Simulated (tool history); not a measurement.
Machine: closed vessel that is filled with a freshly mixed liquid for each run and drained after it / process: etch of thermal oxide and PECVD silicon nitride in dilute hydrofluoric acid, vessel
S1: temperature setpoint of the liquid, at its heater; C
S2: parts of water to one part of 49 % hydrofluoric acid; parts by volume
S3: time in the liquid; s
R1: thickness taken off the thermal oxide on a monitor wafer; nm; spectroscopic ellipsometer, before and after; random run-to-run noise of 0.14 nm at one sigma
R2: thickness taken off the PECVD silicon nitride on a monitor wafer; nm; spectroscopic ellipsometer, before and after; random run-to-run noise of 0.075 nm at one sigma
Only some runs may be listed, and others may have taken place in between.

run	hour	S1	S2	S3	R1	R2
1	0.0	23.0	135	1595	54.121	27.108
2	5.0	22.0	135	1595	51.547	25.076
3	7.4	22.0	175	1595	38.473	19.461
4	13.7	22.0	130	1595	54.540	25.962
5	19.4	18.5	130	1595	47.284	20.809
6	28.7	17.0	130	1595	44.377	18.758
7	37.3	17.0	135	1585	42.582	18.084
8	38.7	17.0	140	1575	40.294	17.189
9	47.7	17.0	145	1570	38.470	16.501
10	55.2	17.0	150	1565	36.803	15.760
11	56.9	17.0	155	1565	35.526	15.524
12	63.7	17.0	155	1555	35.608	15.263
13	66.1	17.0	165	1550	32.789	14.433

Estimate the outcome of run 14 from the log above:
14	68.3	17.0	165	1540	?	?

Run 14 yielded R1 32.300 nm, R2 14.264 nm.
